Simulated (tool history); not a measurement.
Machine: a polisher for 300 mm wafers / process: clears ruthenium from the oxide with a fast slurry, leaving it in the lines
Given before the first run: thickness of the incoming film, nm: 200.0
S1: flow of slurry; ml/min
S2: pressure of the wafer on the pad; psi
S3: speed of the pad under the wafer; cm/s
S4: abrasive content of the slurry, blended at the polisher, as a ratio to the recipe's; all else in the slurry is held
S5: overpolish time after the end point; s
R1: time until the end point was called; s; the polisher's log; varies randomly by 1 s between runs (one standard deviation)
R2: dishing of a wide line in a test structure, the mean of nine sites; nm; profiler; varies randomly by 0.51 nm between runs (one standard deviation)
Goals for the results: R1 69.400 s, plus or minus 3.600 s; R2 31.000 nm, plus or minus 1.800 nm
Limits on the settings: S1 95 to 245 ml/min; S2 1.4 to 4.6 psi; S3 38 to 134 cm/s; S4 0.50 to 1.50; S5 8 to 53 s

run,hour,S1,S2,S3,S4,S5,R1,R2
1,0.0,155,3.0,86,1.00,27,45.401,79.177
2,7.7,155,3.6,86,1.00,27,37.659,92.798
3,11.2,140,3.6,86,1.00,27,39.513,89.098
4,15.8,140,3.3,86,1.00,27,41.535,84.437
5,24.8,140,3.3,86,1.00,33,42.101,97.863
6,27.5,140,3.3,86,1.20,33,39.176,104.860
7,36.0,135,3.2,84,1.20,30,42.524,90.216
8,41.3,135,3.2,84,1.20,30,42.319,92.708
9,43.9,140,3.1,84,1.15,28,44.322,85.959
10,45.6,135,3.1,82,1.10,26,45.755,77.885
11,47.9,130,3.0,82,1.05,24,47.694,70.527
12,54.1,125,2.9,82,1.00,22,50.683,62.673
13,61.4,125,2.8,82,0.95,21,55.031,57.449
14,66.5,125,2.8,82,0.90,20,54.445,52.904
15,73.5,125,2.7,82,0.90,19,54.869,48.209
16,77.7,125,2.7,82,0.90,19,56.505,50.914
17,79.1,125,2.6,82,0.90,18,59.475,46.177
18,80.4,125,2.6,82,0.90,17,58.485,42.925
19,81.6,130,2.0,80,0.90,10,74.726,21.403
20,82.9,125,2.0,80,0.90,10,75.620,21.645
21,86.9,115,2.3,78,0.85,11,70.231,24.059
22,88.6,105,2.4,80,0.75,13,69.686,28.753

Which of these 4 next moves meets every target?
A,90.3,120,2.5,80,0.65,14,?,?
B,90.3,105,2.3,86,0.50,20,?,?
C,90.3,100,2.5,78,0.75,17,?,?
D,90.3,100,2.4,80,0.85,17,?,?

move,R1,R2
A,69.804,30.890
B,79.603,37.996
C,70.727,36.492
D,68.237,37.704
A: every result within its allowed miss
B: the result that was furthest off in the last run now lies on the other side of its target
C: the result that was furthest off in the last run now lies on the other side of its target
D: the result that was furthest off in the last run now lies on the other side of its target
So the answer is move A, the one that meets all the targets.
